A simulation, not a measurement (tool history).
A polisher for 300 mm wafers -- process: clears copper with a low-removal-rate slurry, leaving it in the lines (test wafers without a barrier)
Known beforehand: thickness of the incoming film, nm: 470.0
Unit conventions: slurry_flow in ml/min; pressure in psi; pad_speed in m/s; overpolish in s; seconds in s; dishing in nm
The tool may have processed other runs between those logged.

run 1 hour=0.0 | slurry_flow=320 pressure=3.0 pad_speed=1.12 slurry_solids=1.00 overpolish=22 | seconds=138.97 dishing=45.209
run 2 hour=1.7 | slurry_flow=320 pressure=3.0 pad_speed=1.12 slurry_solids=1.00 overpolish=18 | seconds=137.61 dishing=39.058
run 3 hour=4.6 | slurry_flow=255 pressure=3.0 pad_speed=1.12 slurry_solids=1.00 overpolish=18 | seconds=144.59 dishing=37.195
run 4 hour=11.2 | slurry_flow=305 pressure=3.0 pad_speed=1.12 slurry_solids=1.00 overpolish=18 | seconds=139.95 dishing=37.679
run 5 hour=17.3 | slurry_flow=305 pressure=3.0 pad_speed=1.12 slurry_solids=1.05 overpolish=18 | seconds=139.08 dishing=37.266
run 6 hour=23.6 | slurry_flow=305 pressure=3.0 pad_speed=1.12 slurry_solids=0.85 overpolish=18 | seconds=141.53 dishing=37.976
run 7 hour=30.3 | slurry_flow=310 pressure=3.1 pad_speed=1.12 slurry_solids=0.85 overpolish=18 | seconds=140.27 dishing=37.930
run 8 hour=35.6 | slurry_flow=315 pressure=3.2 pad_speed=1.12 slurry_solids=0.85 overpolish=19 | seconds=135.26 dishing=40.544
run 9 hour=42.6 | slurry_flow=320 pressure=3.3 pad_speed=1.12 slurry_solids=0.85 overpolish=19 | seconds=130.51 dishing=41.431
run 10 hour=43.4 | slurry_flow=325 pressure=3.4 pad_speed=1.12 slurry_solids=0.85 overpolish=20 | seconds=127.46 dishing=45.817
run 11 hour=52.4 | slurry_flow=330 pressure=3.5 pad_speed=1.12 slurry_solids=0.85 overpolish=20 | seconds=125.77 dishing=45.357
run 12 hour=59.4 | slurry_flow=335 pressure=3.6 pad_speed=1.12 slurry_solids=0.85 overpolish=20 | seconds=120.63 dishing=48.162
run 13 hour=68.0 | slurry_flow=340 pressure=3.7 pad_speed=1.12 slurry_solids=0.85 overpolish=20 | seconds=117.07 dishing=48.052

What does the tool deliver on the next run?
run 14 hour=74.9 | slurry_flow=345 pressure=3.7 pad_speed=1.12 slurry_solids=0.85 overpolish=20 | seconds=? dishing=?

Run 14 gave seconds 115.48 s, dishing 48.923 nm.
